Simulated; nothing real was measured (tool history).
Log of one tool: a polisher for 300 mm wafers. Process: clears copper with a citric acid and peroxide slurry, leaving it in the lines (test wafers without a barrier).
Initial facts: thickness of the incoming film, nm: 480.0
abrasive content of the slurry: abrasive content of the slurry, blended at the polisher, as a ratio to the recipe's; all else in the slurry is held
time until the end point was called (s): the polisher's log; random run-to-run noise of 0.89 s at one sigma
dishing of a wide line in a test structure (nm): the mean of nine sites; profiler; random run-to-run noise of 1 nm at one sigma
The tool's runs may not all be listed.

| run | hour | flow of slurry (ml/min) | pressure of the wafer on the pad (kPa) | speed of the pad under the wafer (cm/s) | abrasive content of the slurry | overpolish time after the end point (s) | time until the end point was called (s) | dishing of a wide line in a test structure (nm) |
|---|---|---|---|---|---|---|---|---|
| 1 | 0.0 | 145 | 27.6 | 128 | 1.0 | 12 | 106.570 | 38.879 |
| 2 | 4.1 | 145 | 30.3 | 128 | 1.0 | 12 | 95.694 | 40.231 |
| 3 | 6.6 | 150 | 33.8 | 130 | 1.0 | 12 | 87.051 | 43.846 |
| 4 | 7.9 | 150 | 33.8 | 110 | 1.0 | 12 | 96.053 | 42.421 |
| 5 | 12.2 | 150 | 33.8 | 110 | 1.0 | 14 | 99.436 | 46.594 |
| 6 | 16.1 | 150 | 36.5 | 116 | 1.0 | 13 | 87.678 | 49.128 |
| 7 | 19.8 | 150 | 38.6 | 122 | 1.0 | 12 | 82.815 | 48.029 |

Estimate the outcome of run 8 from the log above:
| 8 | 23.0 | 155 | 40.0 | 130 | 1.0 | 11 | ? | ? |

time until the end point was called (s): 75.899
dishing of a wide line in a test structure (nm): 45.994

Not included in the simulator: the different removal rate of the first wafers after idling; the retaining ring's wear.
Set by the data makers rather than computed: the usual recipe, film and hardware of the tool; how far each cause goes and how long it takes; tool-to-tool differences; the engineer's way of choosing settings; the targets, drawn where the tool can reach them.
